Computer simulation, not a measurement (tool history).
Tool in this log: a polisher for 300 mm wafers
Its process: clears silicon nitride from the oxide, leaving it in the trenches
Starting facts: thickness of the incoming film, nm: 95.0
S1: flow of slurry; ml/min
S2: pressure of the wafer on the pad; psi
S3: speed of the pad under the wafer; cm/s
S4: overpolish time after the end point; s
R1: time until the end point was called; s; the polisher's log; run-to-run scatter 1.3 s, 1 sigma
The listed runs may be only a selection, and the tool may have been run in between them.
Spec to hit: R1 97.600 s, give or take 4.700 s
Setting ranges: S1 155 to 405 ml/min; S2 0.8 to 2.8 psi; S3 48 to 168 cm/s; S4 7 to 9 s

run  hour   S1   S2   S3  S4       R1
  1   0.0  260  1.8  108   9  154.110
  2   7.6  260  2.0  108   9  145.990
  3  14.4  260  2.0   84   9  184.710
  4  19.8  210  2.0   84   9  187.420
  5  26.0  185  2.0   84   9  193.550
  6  34.3  155  2.0   84   9  201.700
  7  41.0  225  2.5  108   9  127.580
  8  46.5  235  2.6  112   9  121.830
  9  51.3  240  2.6  116   9  120.120
 10  59.5  245  2.6  120   9  116.230
 11  67.9  250  2.6  124   9  110.190
 12  71.5  250  2.6  126   9  110.320
 13  73.8  250  2.8  128   9  105.150

Pick the move, out of 4, that brings all results within their allowed miss; only one does.
  A  76.1  285  2.5  118   7   ?
  B  76.1  240  2.8  136   8   ?
  C  76.1  290  2.8  148   7   ?
  D  76.1  235  2.8  164   9   ?

move       R1
   A  116.670
   B   96.831
   C   88.194
   D   82.115
A: its largest miss is bigger than the last run's
B: all results in spec
C: pushes the last run's worst result past its target
D: pushes the last run's worst result past its target
So the answer is move B, the one that meets all the targets.
